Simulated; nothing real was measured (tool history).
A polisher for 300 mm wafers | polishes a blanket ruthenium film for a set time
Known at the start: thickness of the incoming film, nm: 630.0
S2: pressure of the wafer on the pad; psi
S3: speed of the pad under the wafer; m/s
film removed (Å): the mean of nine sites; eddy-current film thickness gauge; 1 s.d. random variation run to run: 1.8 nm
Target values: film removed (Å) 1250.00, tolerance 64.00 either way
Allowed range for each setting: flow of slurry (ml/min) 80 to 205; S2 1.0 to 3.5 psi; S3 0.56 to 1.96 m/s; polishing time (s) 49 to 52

run 1 day=0.000 | flow_of_slurry_(ml/min)=135 S2=2.2 S3=1.26 polishing_time_(s)=49 | film_removed_(Å)=741.24
run 2 day=0.346 | flow_of_slurry_(ml/min)=135 S2=2.5 S3=1.28 polishing_time_(s)=49 | film_removed_(Å)=823.00
run 3 day=0.375 | flow_of_slurry_(ml/min)=135 S2=2.8 S3=1.30 polishing_time_(s)=49 | film_removed_(Å)=948.65
run 4 day=0.525 | flow_of_slurry_(ml/min)=135 S2=2.8 S3=1.14 polishing_time_(s)=49 | film_removed_(Å)=847.50
run 5 day=0.658 | flow_of_slurry_(ml/min)=135 S2=3.0 S3=1.18 polishing_time_(s)=49 | film_removed_(Å)=910.04
run 6 day=1.008 | flow_of_slurry_(ml/min)=135 S2=3.0 S3=0.94 polishing_time_(s)=49 | film_removed_(Å)=814.75
run 7 day=1.033 | flow_of_slurry_(ml/min)=140 S2=3.5 S3=1.30 polishing_time_(s)=50 | film_removed_(Å)=1158.90
run 8 day=1.217 | flow_of_slurry_(ml/min)=140 S2=3.5 S3=1.34 polishing_time_(s)=50 | film_removed_(Å)=1167.40
run 9 day=1.383 | flow_of_slurry_(ml/min)=140 S2=3.5 S3=1.34 polishing_time_(s)=50 | film_removed_(Å)=1170.90

Next run, 4 choices. One meets every target within its allowed miss, the rest don't. Which?
run A day=1.550 | flow_of_slurry_(ml/min)=135 S2=3.5 S3=1.58 polishing_time_(s)=51 | film_removed_(Å)=?
run B day=1.550 | flow_of_slurry_(ml/min)=130 S2=3.5 S3=1.36 polishing_time_(s)=52 | film_removed_(Å)=?
run C day=1.550 | flow_of_slurry_(ml/min)=145 S2=3.5 S3=1.58 polishing_time_(s)=52 | film_removed_(Å)=?
run D day=1.550 | flow_of_slurry_(ml/min)=135 S2=3.5 S3=1.56 polishing_time_(s)=52 | film_removed_(Å)=?

move=A film_removed_(Å)=1330.40
move=B film_removed_(Å)=1213.00
move=C film_removed_(Å)=1376.20
move=D film_removed_(Å)=1344.40
A: takes the biggest miss from the last run beyond its target
B: meets every target
C: takes the biggest miss from the last run beyond its target
D: takes the biggest miss from the last run beyond its target
The move that meets every target is B.
